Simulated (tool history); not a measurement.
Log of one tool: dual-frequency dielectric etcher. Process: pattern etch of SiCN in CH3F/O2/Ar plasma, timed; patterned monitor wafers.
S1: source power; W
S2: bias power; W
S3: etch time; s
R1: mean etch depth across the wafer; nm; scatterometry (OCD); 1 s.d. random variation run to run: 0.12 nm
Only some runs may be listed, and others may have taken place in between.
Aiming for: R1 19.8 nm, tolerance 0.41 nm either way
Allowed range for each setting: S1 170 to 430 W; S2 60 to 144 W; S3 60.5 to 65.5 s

| run | hour | S1 | S2 | S3 | R1 |
|---|---|---|---|---|---|
| 1 | 0 | 300 | 102 | 65.5 | 24.035 |
| 2 | 8.3 | 290 | 100 | 65.5 | 23.34 |
| 3 | 11.1 | 340 | 100 | 65.5 | 24.849 |
| 4 | 19.6 | 320 | 98 | 65.5 | 24.301 |
| 5 | 23.1 | 320 | 98 | 60.5 | 22.137 |
| 6 | 23.7 | 290 | 98 | 60.5 | 21.51 |
| 7 | 28.7 | 280 | 98 | 60.5 | 21.315 |
| 8 | 34.1 | 270 | 98 | 60.5 | 21.194 |
| 9 | 36.2 | 260 | 98 | 60.5 | 20.68 |

Next run, 5 choices. One meets every target within its allowed miss, the rest don't. Which?
| A | 38.3 | 220 | 97 | 61.5 | ? |
| B | 38.3 | 290 | 75 | 64.5 | ? |
| C | 38.3 | 300 | 94 | 61 | ? |
| D | 38.3 | 200 | 120 | 64.5 | ? |
| E | 38.3 | 270 | 93 | 65.5 | ? |

| move | R1 |
|---|---|
| A | 19.683 |
| B | 20.981 |
| C | 21.581 |
| D | 21.491 |
| E | 22.235 |
A: hits every target within its allowed miss
B: its largest miss is bigger than the last run's
C: its largest miss is bigger than the last run's
D: its largest miss is bigger than the last run's
E: its largest miss is bigger than the last run's
A is the move that brings every result within its allowed miss.
